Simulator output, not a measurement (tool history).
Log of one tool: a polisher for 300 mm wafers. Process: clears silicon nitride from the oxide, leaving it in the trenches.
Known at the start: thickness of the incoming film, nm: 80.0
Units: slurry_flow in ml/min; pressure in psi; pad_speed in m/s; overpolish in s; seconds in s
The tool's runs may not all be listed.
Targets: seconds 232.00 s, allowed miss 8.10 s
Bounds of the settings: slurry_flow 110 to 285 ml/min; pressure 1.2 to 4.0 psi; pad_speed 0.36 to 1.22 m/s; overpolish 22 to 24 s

| run | hour | slurry_flow | pressure | pad_speed | overpolish | seconds |
|---|---|---|---|---|---|---|
| 1 | 0.0 | 180 | 2.6 | 0.78 | 22 | 122.06 |
| 2 | 7.9 | 180 | 2.3 | 0.76 | 22 | 138.41 |
| 3 | 16.7 | 180 | 1.8 | 0.76 | 22 | 173.35 |
| 4 | 20.3 | 180 | 1.8 | 0.76 | 24 | 173.53 |
| 5 | 21.5 | 180 | 1.8 | 0.76 | 22 | 173.61 |
| 6 | 26.8 | 180 | 1.8 | 0.76 | 24 | 175.96 |
| 7 | 28.2 | 180 | 1.7 | 0.76 | 24 | 183.52 |
| 8 | 32.3 | 180 | 1.6 | 0.76 | 24 | 193.80 |

Which of these 4 next moves meets every target?
| A | 36.4 | 250 | 1.6 | 0.46 | 23 | ? |
| B | 36.4 | 160 | 1.8 | 0.82 | 24 | ? |
| C | 36.4 | 220 | 1.8 | 0.56 | 22 | ? |
| D | 36.4 | 190 | 1.3 | 0.74 | 23 | ? |

| move | seconds |
|---|---|
| A | 258.24 |
| B | 169.62 |
| C | 209.19 |
| D | 236.41 |
A: takes the result that was furthest off past its target
B: further off than the last run
C: nearer than the last run, and not there yet
D: meets every target
Move D is the one to make.
